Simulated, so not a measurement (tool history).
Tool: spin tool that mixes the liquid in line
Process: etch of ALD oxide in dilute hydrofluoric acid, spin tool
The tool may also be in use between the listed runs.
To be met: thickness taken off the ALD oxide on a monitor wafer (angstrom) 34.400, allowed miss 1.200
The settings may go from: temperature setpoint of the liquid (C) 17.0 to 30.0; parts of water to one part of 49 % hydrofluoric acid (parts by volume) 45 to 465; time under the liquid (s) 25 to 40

run,hour,temperature setpoint of the liquid (C),parts of water to one part of 49 % hydrofluoric acid (parts by volume),time under the liquid (s),thickness taken off the ALD oxide on a monitor wafer (angstrom)
1,0.0,22.0,255,40,20.585
2,1.5,20.5,255,40,18.884
3,8.7,20.5,345,40,12.941
4,11.9,23.5,300,40,17.132
5,13.5,25.0,260,40,22.218
6,20.3,23.5,260,40,20.653
7,20.9,25.5,235,40,25.214
8,27.6,29.5,195,40,37.281
9,29.4,29.0,195,40,36.016

Which of these 5 next moves meets every target?
A,31.2,29.0,190,40,?
B,31.2,27.5,180,40,?
C,31.2,29.0,185,40,?
D,31.2,29.0,180,40,?
E,31.2,29.0,205,40,?

move,thickness taken off the ALD oxide on a monitor wafer (angstrom)
A,37.080
B,37.552
C,38.315
D,39.622
E,33.751
A: further off than the last run
B: further off than the last run
C: further off than the last run
D: further off than the last run
E: meets every target
The right move is E.
